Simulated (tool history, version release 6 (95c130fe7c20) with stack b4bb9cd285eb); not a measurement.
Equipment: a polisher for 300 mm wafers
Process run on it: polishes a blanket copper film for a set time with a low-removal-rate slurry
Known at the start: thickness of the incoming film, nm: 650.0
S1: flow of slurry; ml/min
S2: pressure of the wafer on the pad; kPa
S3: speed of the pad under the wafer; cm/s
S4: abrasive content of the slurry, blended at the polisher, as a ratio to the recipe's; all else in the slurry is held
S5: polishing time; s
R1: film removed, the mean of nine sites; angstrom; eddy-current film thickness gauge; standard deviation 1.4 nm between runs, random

run,hour,S1,S2,S3,S4,S5,R1
1,0.0,210,24.1,122,1.0,41,1737.9
2,4.5,180,24.1,122,1.0,41,1692.7
3,9.0,180,24.1,122,1.1,41,1713.0
4,11.7,140,24.1,122,1.1,41,1668.5
5,20.5,140,24.1,122,0.9,41,1592.1
6,22.8,140,24.1,140,0.9,41,1809.2
7,27.5,140,22.1,140,0.9,41,1669.4
8,30.5,140,20.7,140,0.9,41,1547.0
9,36.9,140,20.0,140,0.9,41,1559.6

Forecast run 10:
10,42.3,140,20.0,140,0.9,41,?

{"run 10": {"R1": 1486.5}}
